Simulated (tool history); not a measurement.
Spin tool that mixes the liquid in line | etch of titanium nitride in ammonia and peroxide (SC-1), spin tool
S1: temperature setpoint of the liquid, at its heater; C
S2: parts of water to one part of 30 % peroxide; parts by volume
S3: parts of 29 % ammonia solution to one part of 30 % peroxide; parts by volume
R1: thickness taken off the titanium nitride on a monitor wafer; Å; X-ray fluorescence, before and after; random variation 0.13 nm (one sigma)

{"run": 1, "hour": 0.0, "S1": 56, "S2": 6, "S3": 0.5, "time under the liquid (s)": 90, "R1": 98.15}
{"run": 2, "hour": 1.5, "S1": 58, "S2": 6, "S3": 0.5, "time under the liquid (s)": 90, "R1": 110.82}
{"run": 3, "hour": 4.7, "S1": 58, "S2": 6, "S3": 0.5, "time under the liquid (s)": 90, "R1": 109.94}
{"run": 4, "hour": 5.4, "S1": 58, "S2": 6, "S3": 0.5, "time under the liquid (s)": 95, "R1": 117.12}
{"run": 5, "hour": 10.7, "S1": 58, "S2": 7, "S3": 0.5, "time under the liquid (s)": 95, "R1": 109.42}
{"run": 6, "hour": 14.6, "S1": 58, "S2": 7, "S3": 0.5, "time under the liquid (s)": 90, "R1": 102.47}
{"hour": 17.6, "done": "new drum of ammonia solution connected"}
{"run": 7, "hour": 17.6, "S1": 60, "S2": 7, "S3": 0.5, "time under the liquid (s)": 90, "R1": 118.49}
{"run": 8, "hour": 22.7, "S1": 61.5, "S2": 7, "S3": 0.5, "time under the liquid (s)": 90, "R1": 132.25}

Forecast run 9:
{"run": 9, "hour": 25.2, "S1": 61.5, "S2": 7, "S3": 0.5, "time under the liquid (s)": 90, "R1": "?"}

{"run 9": {"R1": 132.28}}
